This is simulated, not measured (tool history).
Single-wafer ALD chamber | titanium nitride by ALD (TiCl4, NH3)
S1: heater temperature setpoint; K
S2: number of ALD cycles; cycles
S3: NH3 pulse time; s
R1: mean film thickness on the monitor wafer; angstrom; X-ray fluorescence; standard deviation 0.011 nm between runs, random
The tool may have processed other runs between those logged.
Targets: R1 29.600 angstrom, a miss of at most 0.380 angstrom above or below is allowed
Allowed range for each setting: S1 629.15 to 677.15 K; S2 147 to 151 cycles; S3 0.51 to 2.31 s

{"run": 1, "hour": 0.0, "S1": 653.15, "S2": 147, "S3": 1.41, "R1": 31.543}
{"run": 2, "hour": 3.0, "S1": 642.15, "S2": 147, "S3": 1.41, "R1": 31.09}
{"run": 3, "hour": 7.0, "S1": 642.15, "S2": 147, "S3": 1.57, "R1": 31.416}
{"run": 4, "hour": 12.3, "S1": 642.15, "S2": 147, "S3": 1.41, "R1": 31.117}
{"run": 5, "hour": 18.2, "S1": 638.15, "S2": 147, "S3": 1.19, "R1": 30.253}
{"run": 6, "hour": 20.4, "S1": 638.15, "S2": 151, "S3": 1.19, "R1": 30.992}
{"run": 7, "hour": 25.5, "S1": 637.15, "S2": 150, "S3": 1.15, "R1": 30.776}
{"run": 8, "hour": 29.8, "S1": 632.15, "S2": 147, "S3": 0.87, "R1": 28.276}
{"run": 9, "hour": 35.9, "S1": 636.15, "S2": 148, "S3": 0.87, "R1": 29.038}

Which one of the following 5 next-run settings gets every result inside its allowed miss? There is exactly one.
{"run": "A", "hour": 42.0, "S1": 630.15, "S2": 148, "S3": 0.9, "R1": "?"}
{"run": "B", "hour": 42.0, "S1": 634.15, "S2": 151, "S3": 0.91, "R1": "?"}
{"run": "C", "hour": 42.0, "S1": 632.15, "S2": 148, "S3": 0.83, "R1": "?"}
{"run": "D", "hour": 42.0, "S1": 636.15, "S2": 147, "S3": 0.83, "R1": "?"}
{"run": "E", "hour": 42.0, "S1": 640.15, "S2": 148, "S3": 0.8, "R1": "?"}

move=A R1=28.571
move=B R1=29.577
move=C R1=28.289
move=D R1=28.474
move=E R1=28.828
A: misses by more than the last run did
B: every result within its allowed miss
C: misses by more than the last run did
D: misses by more than the last run did
E: misses by more than the last run did
The right move is B.

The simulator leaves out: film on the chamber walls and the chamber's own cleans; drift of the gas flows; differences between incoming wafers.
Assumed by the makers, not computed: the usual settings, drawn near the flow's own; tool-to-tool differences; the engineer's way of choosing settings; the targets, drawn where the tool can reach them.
